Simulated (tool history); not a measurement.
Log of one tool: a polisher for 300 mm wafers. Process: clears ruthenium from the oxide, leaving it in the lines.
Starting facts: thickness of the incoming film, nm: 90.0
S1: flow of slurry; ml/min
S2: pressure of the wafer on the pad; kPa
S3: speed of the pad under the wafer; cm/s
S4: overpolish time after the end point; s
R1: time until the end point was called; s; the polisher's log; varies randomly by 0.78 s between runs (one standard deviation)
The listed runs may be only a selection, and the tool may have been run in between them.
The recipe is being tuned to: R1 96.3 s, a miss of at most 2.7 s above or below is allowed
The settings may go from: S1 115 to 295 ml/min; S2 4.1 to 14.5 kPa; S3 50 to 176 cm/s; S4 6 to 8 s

| run | hour | S1 | S2 | S3 | S4 | R1 |
|---|---|---|---|---|---|---|
| 1 | 0 | 190 | 9 | 112 | 8 | 120.35 |
| 2 | 7 | 195 | 9.7 | 112 | 8 | 113.4 |
| 3 | 15.4 | 195 | 9.7 | 112 | 6 | 111.57 |
| 4 | 23.9 | 195 | 7.6 | 112 | 6 | 137.39 |
| 5 | 25.4 | 200 | 8.3 | 112 | 6 | 129.25 |
| 6 | 32 | 200 | 8.3 | 84 | 6 | 167.19 |
| 7 | 38.8 | 225 | 11 | 86 | 6 | 125.68 |
| 8 | 43.5 | 225 | 11.7 | 86 | 6 | 119.97 |
| 9 | 51.8 | 225 | 12.4 | 86 | 6 | 113.6 |

Consider the 5 candidate settings below. Which is the only one whose results all fall within their allowed miss of target?
| A | 60.1 | 225 | 13.8 | 94 | 6 | ? |
| B | 60.1 | 240 | 11.7 | 102 | 8 | ? |
| C | 60.1 | 220 | 11.7 | 78 | 8 | ? |
| D | 60.1 | 215 | 12.4 | 98 | 7 | ? |
| E | 60.1 | 155 | 14.5 | 108 | 6 | ? |

| move | R1 |
|---|---|
| A | 96.417 |
| B | 102.25 |
| C | 131.89 |
| D | 102.36 |
| E | 86.186 |
A: every result within its allowed miss
B: gains on the last run, yet a result remains outside its allowed miss
C: lands further from the targets than the last run did
D: gains on the last run, yet a result remains outside its allowed miss
E: takes the biggest miss from the last run beyond its target
A meets every target.
